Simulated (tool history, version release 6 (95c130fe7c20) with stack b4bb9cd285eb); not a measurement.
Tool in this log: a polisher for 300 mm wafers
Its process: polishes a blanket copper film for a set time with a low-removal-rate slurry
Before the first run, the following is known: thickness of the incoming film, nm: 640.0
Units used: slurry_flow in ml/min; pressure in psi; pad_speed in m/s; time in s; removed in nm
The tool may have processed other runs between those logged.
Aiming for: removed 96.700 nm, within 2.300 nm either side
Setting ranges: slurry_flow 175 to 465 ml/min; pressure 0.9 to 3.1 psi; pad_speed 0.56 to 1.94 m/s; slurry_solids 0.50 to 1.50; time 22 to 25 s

run  hour  slurry_flow  pressure  pad_speed  slurry_solids  time  removed
  1   0.0          295       2.0       1.24           1.00    25   68.641
  2   8.7          300       2.1       1.24           1.00    25   72.519
  3  14.9          305       2.2       1.24           1.00    25   75.759
  4  23.3          305       2.2       1.24           1.00    22   66.943
  5  31.2          305       2.2       1.48           1.00    22   73.754
  6  39.9          305       2.5       1.48           1.00    22   85.122
  7  45.2          305       2.6       1.48           1.00    22   88.191
  8  50.9          305       2.7       1.48           1.00    22   90.694
  9  54.7          305       2.8       1.48           1.00    22   94.116

Consider the 5 candidate settings below. Which is the only one whose results all fall within their allowed miss of target?
  A  58.5          330       2.7       1.20           1.00    25        ?
  B  58.5          310       2.4       1.72           0.85    24        ?
  C  58.5          320       2.6       1.64           1.05    24        ?
  D  58.5          350       2.6       1.48           0.95    23        ?
  E  58.5          220       2.8       1.52           1.15    24        ?

move  removed
   A   90.481
   B   95.304
   C  103.080
   D   91.440
   E  103.160
A: the biggest miss grows against the last run
B: every result within its allowed miss
C: moves the result that the last run missed by most past its target, out the other side
D: the biggest miss grows against the last run
E: moves the result that the last run missed by most past its target, out the other side
Answer: B
